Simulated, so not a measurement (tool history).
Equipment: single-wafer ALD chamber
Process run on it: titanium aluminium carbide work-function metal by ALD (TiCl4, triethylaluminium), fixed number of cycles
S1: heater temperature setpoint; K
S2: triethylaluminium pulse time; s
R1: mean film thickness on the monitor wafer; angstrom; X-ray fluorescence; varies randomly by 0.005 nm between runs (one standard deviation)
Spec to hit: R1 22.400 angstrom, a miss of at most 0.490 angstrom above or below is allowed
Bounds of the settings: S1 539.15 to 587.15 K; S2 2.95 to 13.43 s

{"run": 1, "day": 0.0, "S1": 563.15, "S2": 8.19, "R1": 20.362}
{"run": 2, "day": 0.242, "S1": 556.15, "S2": 8.19, "R1": 19.732}
{"run": 3, "day": 0.517, "S1": 558.15, "S2": 8.42, "R1": 20.025}
{"run": 4, "day": 0.767, "S1": 550.15, "S2": 8.42, "R1": 19.348}
{"run": 5, "day": 0.825, "S1": 553.15, "S2": 8.7, "R1": 19.722}
{"run": 6, "day": 0.988, "S1": 558.15, "S2": 8.7, "R1": 20.079}
{"run": 7, "day": 1.038, "S1": 560.15, "S2": 8.96, "R1": 20.477}
{"run": 8, "day": 1.329, "S1": 562.15, "S2": 9.12, "R1": 20.712}
{"run": 9, "day": 1.642, "S1": 564.15, "S2": 9.26, "R1": 20.885}
{"run": 10, "day": 1.804, "S1": 565.15, "S2": 9.41, "R1": 21.081}
{"run": 11, "day": 2.067, "S1": 566.15, "S2": 9.53, "R1": 21.208}
{"run": 12, "day": 2.408, "S1": 567.15, "S2": 9.64, "R1": 21.335}
{"run": 13, "day": 2.767, "S1": 568.15, "S2": 9.74, "R1": 21.379}

Consider the 5 candidate settings below. Which is the only one whose results all fall within their allowed miss of target?
{"run": "A", "day": 3.125, "S1": 563.15, "S2": 12.75, "R1": "?"}
{"run": "B", "day": 3.125, "S1": 570.15, "S2": 8.62, "R1": "?"}
{"run": "C", "day": 3.125, "S1": 570.15, "S2": 7.13, "R1": "?"}
{"run": "D", "day": 3.125, "S1": 569.15, "S2": 8.86, "R1": "?"}
{"run": "E", "day": 3.125, "S1": 574.15, "S2": 10.77, "R1": "?"}

move=A R1=21.489
move=B R1=21.280
move=C R1=20.407
move=D R1=21.284
move=E R1=22.305
A: better than the last run, though not everything is in spec
B: lands further from the targets than the last run did
C: lands further from the targets than the last run did
D: lands further from the targets than the last run did
E: in spec on every target
Answer: E
